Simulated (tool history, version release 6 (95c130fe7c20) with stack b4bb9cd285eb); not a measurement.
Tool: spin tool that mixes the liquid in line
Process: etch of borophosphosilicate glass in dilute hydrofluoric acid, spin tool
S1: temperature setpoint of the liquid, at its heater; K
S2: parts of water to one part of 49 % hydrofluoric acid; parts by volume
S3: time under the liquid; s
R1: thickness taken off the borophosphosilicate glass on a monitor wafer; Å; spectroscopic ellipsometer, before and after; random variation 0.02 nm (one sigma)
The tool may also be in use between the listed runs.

run	hour	S1	S2	S3	R1
1	0.0	294.15	240	15	17.136
2	3.0	294.15	240	15	16.905
3	8.1	294.15	240	15	17.100
4	13.0	294.15	240	15	17.140
5	17.4	295.15	240	15	17.689
6	22.1	295.15	240	15	17.720

Expected results for the next run?
7	28.6	296.15	240	15	?

For run 7 the tool returned R1 18.545 Å.
